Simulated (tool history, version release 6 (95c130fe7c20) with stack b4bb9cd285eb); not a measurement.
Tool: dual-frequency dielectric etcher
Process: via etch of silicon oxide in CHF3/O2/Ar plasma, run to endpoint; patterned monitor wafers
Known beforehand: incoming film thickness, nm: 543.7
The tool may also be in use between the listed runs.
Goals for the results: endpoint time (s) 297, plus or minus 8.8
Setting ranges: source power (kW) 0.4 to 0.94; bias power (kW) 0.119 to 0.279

Run 1, day 0: source power (kW) 0.67, bias power (kW) 0.199. Result: endpoint time (s) 260.68.
Run 2, day 0.246: source power (kW) 0.67, bias power (kW) 0.173. Result: endpoint time (s) 272.92.
Run 3, day 0.375: source power (kW) 0.67, bias power (kW) 0.197. Result: endpoint time (s) 262.72.
Run 4, day 0.542: source power (kW) 0.62, bias power (kW) 0.191. Result: endpoint time (s) 271.44.
Run 5, day 0.604: source power (kW) 0.62, bias power (kW) 0.227. Result: endpoint time (s) 258.52.
At day 0.904: bias power generator calibrated.
Run 6, day 0.904: source power (kW) 0.69, bias power (kW) 0.227. Result: endpoint time (s) 245.96.
Run 7, day 0.992: source power (kW) 0.62, bias power (kW) 0.219. Result: endpoint time (s) 258.46.
Run 8, day 1.025: source power (kW) 0.57, bias power (kW) 0.209. Result: endpoint time (s) 271.75.
Run 9, day 1.125: source power (kW) 0.53, bias power (kW) 0.204. Result: endpoint time (s) 282.43.

4 next moves are on the table. One of them brings every result within its allowed miss. Which?
Run A, day 1.225: source power (kW) 0.47, bias power (kW) 0.244. Result: endpoint time (s) ?.
Run B, day 1.225: source power (kW) 0.54, bias power (kW) 0.22. Result: endpoint time (s) ?.
Run C, day 1.225: source power (kW) 0.42, bias power (kW) 0.184. Result: endpoint time (s) ?.
Run D, day 1.225: source power (kW) 0.45, bias power (kW) 0.212. Result: endpoint time (s) ?.

move  endpoint time (s)
   A             280.42
   B             273.97
   C             321.97
   D                299
A: its largest miss is bigger than the last run's
B: its largest miss is bigger than the last run's
C: takes the biggest miss from the last run beyond its target
D: each result inside its tolerance
The move that meets every target is D.
